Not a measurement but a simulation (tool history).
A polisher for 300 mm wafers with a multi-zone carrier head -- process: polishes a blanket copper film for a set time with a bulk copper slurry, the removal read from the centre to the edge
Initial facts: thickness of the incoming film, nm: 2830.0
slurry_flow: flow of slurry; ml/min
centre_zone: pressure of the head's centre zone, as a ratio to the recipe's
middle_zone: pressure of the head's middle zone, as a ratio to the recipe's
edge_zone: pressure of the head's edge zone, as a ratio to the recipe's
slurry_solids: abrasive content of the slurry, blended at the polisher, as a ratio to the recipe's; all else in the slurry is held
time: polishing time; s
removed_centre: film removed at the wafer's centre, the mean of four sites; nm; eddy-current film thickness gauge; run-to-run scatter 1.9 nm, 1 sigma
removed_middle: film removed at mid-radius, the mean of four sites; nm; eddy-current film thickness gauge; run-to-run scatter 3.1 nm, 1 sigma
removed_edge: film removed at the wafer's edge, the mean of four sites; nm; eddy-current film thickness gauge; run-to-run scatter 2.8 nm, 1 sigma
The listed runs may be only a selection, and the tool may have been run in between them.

run,hour,slurry_flow,centre_zone,middle_zone,edge_zone,slurry_solids,time,removed_centre,removed_middle,removed_edge
1,0.0,200,1.00,1.00,1.00,1.00,56,664.13,676.07,683.51
2,2.8,190,0.96,0.99,0.98,0.90,50,558.63,587.85,579.26
3,7.2,180,0.93,0.98,1.00,0.85,45,469.75,493.41,511.61
4,13.4,180,0.93,0.98,1.00,0.95,45,483.36,520.60,528.84
5,20.8,180,0.93,0.98,1.00,0.95,54,580.47,619.78,640.28
6,29.5,175,0.91,0.98,1.00,0.85,49,494.24,552.93,562.89
7,30.8,130,0.81,0.88,0.90,0.60,33,257.98,287.31,316.17
8,34.5,145,0.81,0.90,0.91,0.60,33,266.48,298.95,321.81

Run 9 is up next; what results do you expect?
9,37.5,200,0.81,1.00,1.01,0.60,32,?,?,?

removed_centre: 277.39 nm
removed_middle: 341.18 nm
removed_edge: 337.25 nm
